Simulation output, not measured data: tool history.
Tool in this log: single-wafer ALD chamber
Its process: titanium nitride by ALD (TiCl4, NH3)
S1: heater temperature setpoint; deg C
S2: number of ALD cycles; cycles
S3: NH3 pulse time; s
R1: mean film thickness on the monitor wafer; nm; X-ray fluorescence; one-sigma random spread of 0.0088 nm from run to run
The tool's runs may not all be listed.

{"run": 1, "hour": 0.0, "S1": 405, "S2": 93, "S3": 2.28, "R1": 2.128}
{"run": 2, "hour": 2.4, "S1": 405, "S2": 93, "S3": 2.81, "R1": 2.1611}
{"run": 3, "hour": 9.6, "S1": 400, "S2": 93, "S3": 2.81, "R1": 2.1514}
{"run": 4, "hour": 12.9, "S1": 397, "S2": 92, "S3": 2.41, "R1": 2.1005}
{"run": 5, "hour": 18.0, "S1": 397, "S2": 93, "S3": 2.41, "R1": 2.1358}
{"run": 6, "hour": 20.1, "S1": 386, "S2": 93, "S3": 2.41, "R1": 2.1221}
{"run": 7, "hour": 23.8, "S1": 385, "S2": 92, "S3": 2.07, "R1": 2.0677}
{"run": 8, "hour": 27.3, "S1": 384, "S2": 91, "S3": 1.94, "R1": 2.0247}

What does the tool deliver on the next run?
{"run": 9, "hour": 34.5, "S1": 384, "S2": 91, "S3": 1.9, "R1": "?"}

R1: 2.0468 nm
